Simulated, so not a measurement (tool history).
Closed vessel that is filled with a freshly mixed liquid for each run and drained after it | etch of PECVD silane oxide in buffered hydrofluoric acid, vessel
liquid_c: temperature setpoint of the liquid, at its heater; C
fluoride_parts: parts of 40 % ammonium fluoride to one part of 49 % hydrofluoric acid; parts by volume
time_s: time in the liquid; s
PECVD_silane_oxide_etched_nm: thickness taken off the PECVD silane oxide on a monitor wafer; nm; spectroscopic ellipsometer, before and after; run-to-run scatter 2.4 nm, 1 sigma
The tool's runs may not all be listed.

run  hour  liquid_c  fluoride_parts  time_s  PECVD_silane_oxide_etched_nm
  1     0        22            20.5     100                        162.01
  2     9        22              18     100                        181.37
  3  10.7        22              18     100                        180.52
  4  17.2        24              18     100                        203.08
  5  23.9        24              18     100                        201.96
  6  30.4        24              21     100                         175.1

Forecast run 7:
  7  38.1      25.5              19     100                             ?

PECVD_silane_oxide_etched_nm: 211.12 nm
